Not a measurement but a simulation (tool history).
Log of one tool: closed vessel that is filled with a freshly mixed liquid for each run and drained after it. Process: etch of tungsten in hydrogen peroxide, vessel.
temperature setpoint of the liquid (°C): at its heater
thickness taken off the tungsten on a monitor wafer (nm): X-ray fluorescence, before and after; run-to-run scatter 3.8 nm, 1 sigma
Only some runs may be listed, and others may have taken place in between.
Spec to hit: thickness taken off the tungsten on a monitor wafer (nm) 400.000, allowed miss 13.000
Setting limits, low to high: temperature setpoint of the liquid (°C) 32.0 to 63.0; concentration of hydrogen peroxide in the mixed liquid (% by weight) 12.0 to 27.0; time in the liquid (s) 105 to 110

run,day,temperature setpoint of the liquid (°C),concentration of hydrogen peroxide in the mixed liquid (% by weight),time in the liquid (s),thickness taken off the tungsten on a monitor wafer (nm)
1,0.000,47.0,18.0,105,197.730
2,0.383,40.0,18.0,105,125.580
3,0.533,37.5,18.0,105,106.510
4,0.917,37.5,20.5,105,113.480
5,0.975,32.0,20.5,105,78.385
6,1.233,32.0,24.0,105,84.076
7,1.375,32.0,24.0,105,86.037
8,1.633,37.5,24.0,105,123.900
9,1.846,41.5,24.0,105,159.430
10,1.925,44.5,24.0,105,194.870
11,1.967,47.0,24.0,105,226.450
12,2.125,49.0,24.0,105,261.230
13,2.229,50.5,24.0,105,277.310
14,2.433,52.0,24.0,105,313.120
15,2.608,52.0,24.0,105,306.160
16,2.925,53.0,24.0,105,328.170
17,3.188,53.5,24.0,105,338.920
18,3.292,54.0,24.0,105,351.630

Of the 4 settings listed for the next run, only one would bring every result within its allowed miss of target. Which one?
A,3.396,53.0,20.5,105,?
B,3.396,53.5,27.0,110,?
C,3.396,55.0,24.5,105,?
D,3.396,56.0,22.5,110,?

move,thickness taken off the tungsten on a monitor wafer (nm)
A,301.130
B,373.050
C,370.900
D,395.030
A: misses by more than the last run did
B: nearer than the last run, and not there yet
C: nearer than the last run, and not there yet
D: every result within its allowed miss
D is the move that brings every result within its allowed miss.
